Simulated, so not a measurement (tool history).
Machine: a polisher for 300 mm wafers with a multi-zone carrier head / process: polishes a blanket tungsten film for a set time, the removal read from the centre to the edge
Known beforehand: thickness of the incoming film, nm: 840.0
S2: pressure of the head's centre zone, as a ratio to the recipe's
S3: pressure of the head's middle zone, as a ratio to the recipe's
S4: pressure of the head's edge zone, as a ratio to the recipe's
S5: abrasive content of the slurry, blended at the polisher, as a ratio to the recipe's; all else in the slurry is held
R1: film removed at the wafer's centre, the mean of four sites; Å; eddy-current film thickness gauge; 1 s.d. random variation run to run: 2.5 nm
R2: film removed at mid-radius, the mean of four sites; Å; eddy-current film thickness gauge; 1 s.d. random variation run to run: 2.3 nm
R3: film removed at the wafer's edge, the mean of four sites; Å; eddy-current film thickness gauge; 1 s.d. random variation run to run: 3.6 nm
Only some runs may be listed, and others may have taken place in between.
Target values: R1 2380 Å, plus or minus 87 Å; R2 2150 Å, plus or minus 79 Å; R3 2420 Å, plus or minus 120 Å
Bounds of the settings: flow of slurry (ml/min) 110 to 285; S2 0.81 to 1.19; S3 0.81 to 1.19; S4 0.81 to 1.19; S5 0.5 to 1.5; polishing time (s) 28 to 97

{"run": 1, "hour": 0.0, "flow of slurry (ml/min)": 180, "S2": 1, "S3": 1, "S4": 1, "S5": 1, "polishing time (s)": 62, "R1": 2662.1, "R2": 2541.9, "R3": 2737.6}
{"run": 2, "hour": 1.1, "flow of slurry (ml/min)": 180, "S2": 1, "S3": 1, "S4": 0.95, "S5": 1, "polishing time (s)": 62, "R1": 2602.8, "R2": 2586.8, "R3": 2669.5}
{"run": 3, "hour": 7.1, "flow of slurry (ml/min)": 175, "S2": 1, "S3": 0.99, "S4": 0.95, "S5": 1, "polishing time (s)": 62, "R1": 2644.3, "R2": 2563.3, "R3": 2647.9}
{"run": 4, "hour": 12.3, "flow of slurry (ml/min)": 175, "S2": 1, "S3": 0.98, "S4": 0.95, "S5": 1, "polishing time (s)": 62, "R1": 2589.5, "R2": 2526.5, "R3": 2699.8}
{"run": 5, "hour": 18.7, "flow of slurry (ml/min)": 210, "S2": 1, "S3": 0.98, "S4": 0.95, "S5": 1, "polishing time (s)": 62, "R1": 2680, "R2": 2654.1, "R3": 2705}
{"run": 6, "hour": 21.7, "flow of slurry (ml/min)": 210, "S2": 1, "S3": 0.98, "S4": 0.99, "S5": 1, "polishing time (s)": 62, "R1": 2692.5, "R2": 2593.9, "R3": 2773.8}
{"run": 7, "hour": 23.8, "flow of slurry (ml/min)": 205, "S2": 1, "S3": 0.97, "S4": 0.98, "S5": 0.95, "polishing time (s)": 62, "R1": 2654.9, "R2": 2548.5, "R3": 2779.2}
{"run": 8, "hour": 28.7, "flow of slurry (ml/min)": 200, "S2": 1, "S3": 0.97, "S4": 0.97, "S5": 0.95, "polishing time (s)": 62, "R1": 2634.8, "R2": 2557.8, "R3": 2641.8}
{"run": 9, "hour": 30.7, "flow of slurry (ml/min)": 195, "S2": 1, "S3": 0.96, "S4": 0.97, "S5": 0.95, "polishing time (s)": 62, "R1": 2665.3, "R2": 2536.9, "R3": 2635.7}
{"run": 10, "hour": 33.0, "flow of slurry (ml/min)": 190, "S2": 0.99, "S3": 0.95, "S4": 0.98, "S5": 0.95, "polishing time (s)": 62, "R1": 2632.4, "R2": 2501.6, "R3": 2711.5}
{"hour": 34.4, "done": "edge zone pressure recalibrated"}
{"run": 11, "hour": 34.4, "flow of slurry (ml/min)": 185, "S2": 0.99, "S3": 0.94, "S4": 0.98, "S5": 0.9, "polishing time (s)": 62, "R1": 2523.8, "R2": 2442.5, "R3": 2600.7}
{"run": 12, "hour": 39.6, "flow of slurry (ml/min)": 180, "S2": 0.99, "S3": 0.93, "S4": 0.98, "S5": 0.9, "polishing time (s)": 62, "R1": 2539.7, "R2": 2422.5, "R3": 2598.8}
{"run": 13, "hour": 44.6, "flow of slurry (ml/min)": 150, "S2": 0.97, "S3": 0.84, "S4": 0.93, "S5": 0.75, "polishing time (s)": 61, "R1": 2246.2, "R2": 2010.7, "R3": 2319.4}
{"run": 14, "hour": 50.1, "flow of slurry (ml/min)": 155, "S2": 0.97, "S3": 0.84, "S4": 0.93, "S5": 0.75, "polishing time (s)": 61, "R1": 2287.5, "R2": 2075.3, "R3": 2406.2}
{"run": 15, "hour": 54.4, "flow of slurry (ml/min)": 155, "S2": 0.97, "S3": 0.84, "S4": 0.93, "S5": 0.75, "polishing time (s)": 61, "R1": 2276.3, "R2": 2049.8, "R3": 2361.6}
{"run": 16, "hour": 62.5, "flow of slurry (ml/min)": 160, "S2": 0.97, "S3": 0.84, "S4": 0.93, "S5": 0.75, "polishing time (s)": 61, "R1": 2334.3, "R2": 2053.8, "R3": 2354.5}

Which one of the following 4 next-run settings gets every result inside its allowed miss? There is exactly one.
{"run": "A", "hour": 70.6, "flow of slurry (ml/min)": 140, "S2": 0.99, "S3": 0.81, "S4": 0.88, "S5": 0.75, "polishing time (s)": 63, "R1": "?", "R2": "?", "R3": "?"}
{"run": "B", "hour": 70.6, "flow of slurry (ml/min)": 145, "S2": 1.05, "S3": 0.81, "S4": 1.02, "S5": 0.85, "polishing time (s)": 58, "R1": "?", "R2": "?", "R3": "?"}
{"run": "C", "hour": 70.6, "flow of slurry (ml/min)": 170, "S2": 1, "S3": 0.82, "S4": 0.94, "S5": 0.8, "polishing time (s)": 58, "R1": "?", "R2": "?", "R3": "?"}
{"run": "D", "hour": 70.6, "flow of slurry (ml/min)": 205, "S2": 0.99, "S3": 0.89, "S4": 0.98, "S5": 0.5, "polishing time (s)": 63, "R1": "?", "R2": "?", "R3": "?"}

move=A R1=2331.4 R2=1989.5 R3=2305.4
move=B R1=2355.3 R2=1891.1 R3=2344.7
move=C R1=2299.5 R2=1951 R3=2281
move=D R1=2351.3 R2=2146.2 R3=2370.5
A: moves away from the targets compared with the last run
B: moves away from the targets compared with the last run
C: moves away from the targets compared with the last run
D: meets every target
The right move is D.
